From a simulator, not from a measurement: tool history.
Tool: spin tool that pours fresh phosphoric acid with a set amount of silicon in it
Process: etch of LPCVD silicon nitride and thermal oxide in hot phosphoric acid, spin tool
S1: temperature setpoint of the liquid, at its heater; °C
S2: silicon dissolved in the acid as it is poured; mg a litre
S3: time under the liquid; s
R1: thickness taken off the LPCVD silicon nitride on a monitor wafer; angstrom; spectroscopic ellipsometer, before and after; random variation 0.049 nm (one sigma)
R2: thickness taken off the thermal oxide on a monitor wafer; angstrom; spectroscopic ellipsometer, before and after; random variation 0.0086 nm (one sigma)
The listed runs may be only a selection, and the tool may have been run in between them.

Run 1, day 0: S1 164 °C, S2 10 mg a litre, S3 130 s. Result: R1 138.11 angstrom, R2 3.5996 angstrom.
Run 2, day 0.379: S1 164 °C, S2 13 mg a litre, S3 130 s. Result: R1 138.91 angstrom, R2 3.5874 angstrom.
Run 3, day 0.654: S1 163.5 °C, S2 12.5 mg a litre, S3 115 s. Result: R1 120.08 angstrom, R2 2.8445 angstrom.
Run 4, day 1.021: S1 165.5 °C, S2 12.5 mg a litre, S3 115 s. Result: R1 127.49 angstrom, R2 3.6331 angstrom.
Run 5, day 1.254: S1 165.5 °C, S2 12.5 mg a litre, S3 60 s. Result: R1 66.377 angstrom, R2 1.8777 angstrom.
Run 6, day 1.3: S1 165.5 °C, S2 12.5 mg a litre, S3 95 s. Result: R1 106.65 angstrom, R2 2.8696 angstrom.
Run 7, day 1.358: S1 165 °C, S2 11.5 mg a litre, S3 90 s. Result: R1 98.357 angstrom, R2 2.7122 angstrom.
Run 8, day 1.521: S1 162.5 °C, S2 10.5 mg a litre, S3 35 s. Result: R1 35.453 angstrom, R2 0.91499 angstrom.
Run 9, day 1.85: S1 163 °C, S2 11.5 mg a litre, S3 35 s. Result: R1 36.131 angstrom, R2 0.97054 angstrom.
Run 10, day 2.067: S1 163.5 °C, S2 12.5 mg a litre, S3 35 s. Result: R1 36.783 angstrom, R2 0.9451 angstrom.
Run 11, day 2.183: S1 166 °C, S2 15.5 mg a litre, S3 80 s. Result: R1 90.746 angstrom, R2 2.4791 angstrom.
Run 12, day 2.258: S1 165.5 °C, S2 15 mg a litre, S3 80 s. Result: R1 88.946 angstrom, R2 2.4455 angstrom.
Run 13, day 2.338: S1 163 °C, S2 14 mg a litre, S3 30 s. Result: R1 31.271 angstrom, R2 0.78598 angstrom.
Run 14, day 2.442: S1 163 °C, S2 14 mg a litre, S3 30 s. Result: R1 31.511 angstrom, R2 0.69984 angstrom.
Run 15, day 2.758: S1 163.5 °C, S2 14.5 mg a litre, S3 30 s. Result: R1 31.293 angstrom, R2 0.79838 angstrom.
Run 16, day 2.888: S1 164 °C, S2 14.5 mg a litre, S3 30 s. Result: R1 32.007 angstrom, R2 0.70498 angstrom.
Run 17, day 3.225: S1 164.5 °C, S2 14.5 mg a litre, S3 30 s. Result: R1 32.229 angstrom, R2 0.79179 angstrom.
Run 18, day 3.525: S1 165 °C, S2 16.5 mg a litre, S3 95 s. Result: R1 105.74 angstrom, R2 2.7464 angstrom.
Run 19, day 3.567: S1 164.5 °C, S2 15 mg a litre, S3 95 s. Result: R1 104.27 angstrom, R2 2.8031 angstrom.
Run 20, day 3.892: S1 164 °C, S2 14 mg a litre, S3 95 s. Result: R1 102.13 angstrom, R2 2.227 angstrom.

Run 21 comes next. What will it give?
Run 21, day 4.05: S1 163.5 °C, S2 12.5 mg a litre, S3 95 s. Result: R1 ?, R2 ?.

Logged for run 21: R1 99.279 angstrom, R2 2.4268 angstrom.
